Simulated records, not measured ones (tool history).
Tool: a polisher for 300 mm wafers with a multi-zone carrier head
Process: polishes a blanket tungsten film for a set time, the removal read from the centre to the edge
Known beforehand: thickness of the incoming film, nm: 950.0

run,hour,flow of slurry (ml/min),pressure of the head's centre zone,pressure of the head's middle zone,pressure of the head's edge zone,abrasive content of the slurry,polishing time (s),film removed at the wafer's centre (angstrom),film removed at mid-radius (angstrom),film removed at the wafer's edge (angstrom)
1,0,155,1,1,1,1,64,3880.1,3974.6,3942
2,6.1,130,1,1,1,1,64,3751.8,3806.4,3865.9
3,14.9,145,1,1.01,1.04,1.1,64,3966,4167.5,4108
4,23,155,1,1,1.07,1.15,64,4088.5,4013.8,4224
5,25.8,165,0.99,1.02,1.09,1.2,64,4145.6,4236.6,4321.5
6,29,170,0.98,1.03,1.11,1.25,65,4208.7,4418,4514.2
7,32.7,175,0.98,1.04,1.13,1.3,65,4247.3,4458.5,4657.1

Run 8, settings as shown, results not yet in. Your forecast:
8,37.5,220,1.03,1.14,1.17,1.4,66,?,?,?

{"run 8": {"film removed at the wafer's centre (angstrom)": 4795.6, "film removed at mid-radius (angstrom)": 5154.7, "film removed at the wafer's edge (angstrom)": 4989.1}}
